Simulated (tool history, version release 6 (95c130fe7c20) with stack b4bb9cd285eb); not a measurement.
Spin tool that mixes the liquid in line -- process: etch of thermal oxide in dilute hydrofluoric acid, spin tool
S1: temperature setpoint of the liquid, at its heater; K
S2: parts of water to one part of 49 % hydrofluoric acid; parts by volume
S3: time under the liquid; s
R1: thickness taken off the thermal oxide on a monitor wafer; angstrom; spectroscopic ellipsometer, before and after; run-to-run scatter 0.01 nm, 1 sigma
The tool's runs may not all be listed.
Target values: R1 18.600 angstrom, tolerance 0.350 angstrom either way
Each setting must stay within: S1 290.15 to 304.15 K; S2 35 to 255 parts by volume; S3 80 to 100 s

run  hour      S1   S2   S3      R1
  1   0.0  296.15  145  100  29.107
  2   9.1  296.15  145   80  23.233
  3  10.3  296.15  145  100  29.141
  4  15.5  296.15  190  100  21.090
  5  21.2  295.65  190  100  20.733
  6  28.1  295.15  190  100  20.434
  7  29.6  294.65  190  100  20.166
  8  37.2  294.15  190  100  19.698

Exercise: of the 5 proposed moves below, exactly one satisfies all targets within the stated allowed misses. Which move is it?
  A  44.8  293.15  185  95   ?
  B  44.8  296.65  180  85   ?
  C  44.8  296.15  190  85   ?
  D  44.8  293.65  170  95   ?
  E  44.8  295.65  195  95   ?

move      R1
   A  18.547
   B  19.605
   C  18.031
   D  20.896
   E  19.169
A: meets every target
B: an improvement on the last run, though not all results are within tolerance
C: pushes the last run's worst result past its target
D: the biggest miss grows against the last run
E: an improvement on the last run, though not all results are within tolerance
So the answer is move A, the one that meets all the targets.
